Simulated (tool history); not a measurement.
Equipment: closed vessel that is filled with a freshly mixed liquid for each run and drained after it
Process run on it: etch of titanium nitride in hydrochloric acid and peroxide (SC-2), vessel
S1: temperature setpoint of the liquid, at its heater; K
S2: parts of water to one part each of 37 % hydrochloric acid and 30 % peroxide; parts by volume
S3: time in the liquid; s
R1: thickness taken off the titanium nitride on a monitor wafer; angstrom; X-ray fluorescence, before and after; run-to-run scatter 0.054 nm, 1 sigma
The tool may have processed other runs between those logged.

run	hour	S1	S2	S3	R1
1	0	336.15	12	370	136.2
2	1.8	335.15	12	370	127.72
3	4.1	335.15	12	370	127.23
4	6.4	341.65	12	370	189.92
5	14	339.65	12	370	168.56
6	22.1	338.15	12	370	153.06
7	25.5	336.65	12	370	138.59

Predict the results of run 8:
8	29.6	335.65	12	370	?

R1: 130.61 angstrom

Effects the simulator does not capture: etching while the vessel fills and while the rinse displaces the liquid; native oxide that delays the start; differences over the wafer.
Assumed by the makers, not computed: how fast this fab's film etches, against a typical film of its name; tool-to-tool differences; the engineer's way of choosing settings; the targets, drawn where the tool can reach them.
